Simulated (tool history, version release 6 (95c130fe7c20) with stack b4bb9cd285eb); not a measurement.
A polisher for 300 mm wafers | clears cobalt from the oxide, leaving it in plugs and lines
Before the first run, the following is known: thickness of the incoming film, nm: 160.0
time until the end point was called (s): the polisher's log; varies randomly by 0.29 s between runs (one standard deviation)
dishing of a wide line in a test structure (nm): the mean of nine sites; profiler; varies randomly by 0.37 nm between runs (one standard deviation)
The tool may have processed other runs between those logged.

run  hour  flow of slurry (ml/min)  pressure of the wafer on the pad (psi)  speed of the pad under the wafer (cm/s)  overpolish time after the end point (s)  time until the end point was called (s)  dishing of a wide line in a test structure (nm)
  1     0                      195                                     2.4                                       92                                       13                                   29.213                                           38.602
  2   4.3                      195                                     2.5                                       92                                       11                                   27.474                                           37.409
  3   9.9                      230                                     2.5                                       92                                       11                                   26.506                                           37.394
  4  11.8                      245                                     2.5                                       92                                        9                                   27.387                                           33.755
  5  13.1                      245                                     2.5                                      108                                        9                                   24.924                                           35.216
  6  16.7                      245                                     2.5                                      122                                        9                                   22.375                                           37.576
  7  22.8                      260                                     2.5                                      120                                        8                                   21.948                                           34.152
  8  25.4                      265                                     2.5                                      120                                        7                                   22.926                                           33.125

The next listed run, before its measurement:
  9  28.8                      210                                     2.5                                      120                                        4                                        ?                                                ?

time until the end point was called (s): 23.073
dishing of a wide line in a test structure (nm): 21.577
